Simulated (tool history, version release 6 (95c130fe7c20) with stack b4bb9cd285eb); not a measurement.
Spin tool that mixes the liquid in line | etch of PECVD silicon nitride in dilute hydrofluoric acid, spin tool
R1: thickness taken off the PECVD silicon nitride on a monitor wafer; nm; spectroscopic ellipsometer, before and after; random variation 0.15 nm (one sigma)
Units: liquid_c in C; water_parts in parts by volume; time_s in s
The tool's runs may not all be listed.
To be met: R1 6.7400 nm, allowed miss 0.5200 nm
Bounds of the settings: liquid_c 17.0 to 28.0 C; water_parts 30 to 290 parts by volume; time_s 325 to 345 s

Run 1, day 0.000: liquid_c 20.0 C, water_parts 160 parts by volume, time_s 325 s. Result: R1 3.5132 nm.
Run 2, day 0.054: liquid_c 21.0 C, water_parts 155 parts by volume, time_s 325 s. Result: R1 3.7766 nm.
Run 3, day 0.146: liquid_c 21.0 C, water_parts 195 parts by volume, time_s 325 s. Result: R1 3.1283 nm.
Run 4, day 0.504: liquid_c 22.5 C, water_parts 195 parts by volume, time_s 325 s. Result: R1 3.4236 nm.
Run 5, day 0.842: liquid_c 22.5 C, water_parts 175 parts by volume, time_s 325 s. Result: R1 3.6746 nm.
Run 6, day 0.871: liquid_c 20.5 C, water_parts 175 parts by volume, time_s 325 s. Result: R1 3.3285 nm.
Run 7, day 1.062: liquid_c 21.5 C, water_parts 165 parts by volume, time_s 325 s. Result: R1 3.6692 nm.
Run 8, day 1.188: liquid_c 22.5 C, water_parts 155 parts by volume, time_s 325 s. Result: R1 4.2051 nm.
Run 9, day 1.242: liquid_c 23.0 C, water_parts 150 parts by volume, time_s 325 s. Result: R1 4.6892 nm.
Run 10, day 1.400: liquid_c 27.0 C, water_parts 140 parts by volume, time_s 325 s. Result: R1 6.2143 nm.

Which of these 5 next moves meets every target?
Run A, day 1.558: liquid_c 27.5 C, water_parts 115 parts by volume, time_s 325 s. Result: R1 ?.
Run B, day 1.558: liquid_c 26.5 C, water_parts 105 parts by volume, time_s 345 s. Result: R1 ?.
Run C, day 1.558: liquid_c 28.0 C, water_parts 150 parts by volume, time_s 345 s. Result: R1 ?.
Run D, day 1.558: liquid_c 28.0 C, water_parts 125 parts by volume, time_s 345 s. Result: R1 ?.
Run E, day 1.558: liquid_c 28.0 C, water_parts 160 parts by volume, time_s 325 s. Result: R1 ?.

move      R1
   A  7.6695
   B  8.3621
   C  6.4366
   D  7.7301
   E  5.6822
A: takes the result that was furthest off past its target
B: takes the result that was furthest off past its target
C: meets every target
D: takes the result that was furthest off past its target
E: further off than the last run
The right move is C.
